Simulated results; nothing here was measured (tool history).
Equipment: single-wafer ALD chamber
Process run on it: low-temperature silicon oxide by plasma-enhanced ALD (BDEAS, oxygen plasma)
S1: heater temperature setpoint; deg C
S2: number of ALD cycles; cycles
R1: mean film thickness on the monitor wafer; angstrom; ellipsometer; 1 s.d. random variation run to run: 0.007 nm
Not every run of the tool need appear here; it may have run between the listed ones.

{"run": 1, "hour": 0.0, "S1": 110, "S2": 19, "R1": 26.633}
{"run": 2, "hour": 3.5, "S1": 119, "S2": 19, "R1": 26.299}
{"run": 3, "hour": 5.6, "S1": 119, "S2": 18, "R1": 24.885}
{"run": 4, "hour": 13.0, "S1": 118, "S2": 19, "R1": 26.298}
{"run": 5, "hour": 14.8, "S1": 129, "S2": 19, "R1": 25.739}
{"run": 6, "hour": 18.9, "S1": 124, "S2": 20, "R1": 27.396}
{"run": 7, "hour": 23.4, "S1": 120, "S2": 20, "R1": 27.54}
{"run": 8, "hour": 29.6, "S1": 117, "S2": 21, "R1": 29.086}
{"run": 9, "hour": 34.6, "S1": 115, "S2": 21, "R1": 29.227}

Run 10 is up next; what results do you expect?
{"run": 10, "hour": 38.7, "S1": 113, "S2": 21, "R1": "?"}

{"run 10": {"R1": 29.424}}
